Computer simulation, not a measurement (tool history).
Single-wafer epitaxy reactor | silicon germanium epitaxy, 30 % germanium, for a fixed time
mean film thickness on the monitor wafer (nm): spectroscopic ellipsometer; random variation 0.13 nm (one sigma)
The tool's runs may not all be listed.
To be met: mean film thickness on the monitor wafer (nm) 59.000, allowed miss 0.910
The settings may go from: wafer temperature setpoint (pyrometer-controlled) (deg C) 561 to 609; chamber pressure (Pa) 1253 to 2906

| run | day | wafer temperature setpoint (pyrometer-controlled) (deg C) | chamber pressure (Pa) | mean film thickness on the monitor wafer (nm) |
|---|---|---|---|---|
| 1 | 0.000 | 585 | 2080 | 38.779 |
| 2 | 0.179 | 590 | 2080 | 42.855 |
| 3 | 0.396 | 593 | 2080 | 45.355 |
| 4 | 0.675 | 596 | 2080 | 48.159 |
|  | 0.833 | capacitance manometer re-zeroed and calibrated |
| 5 | 0.833 | 598 | 2080 | 49.137 |
| 6 | 1.129 | 590 | 2080 | 42.087 |
| 7 | 1.350 | 594 | 2080 | 45.412 |
| 8 | 1.700 | 597 | 2080 | 48.275 |

4 next moves are on the table. One of them brings every result within its allowed miss. Which?
| A | 2.050 | 605 | 2200 | ? |
| B | 2.050 | 588 | 1640 | ? |
| C | 2.050 | 607 | 2146 | ? |
| D | 2.050 | 606 | 2080 | ? |

| move | mean film thickness on the monitor wafer (nm) |
|---|---|
| A | 57.313 |
| B | 37.655 |
| C | 59.058 |
| D | 57.375 |
A: nearer than the last run, and not there yet
B: further off than the last run
C: meets every target
D: nearer than the last run, and not there yet
Move C is the one to make.
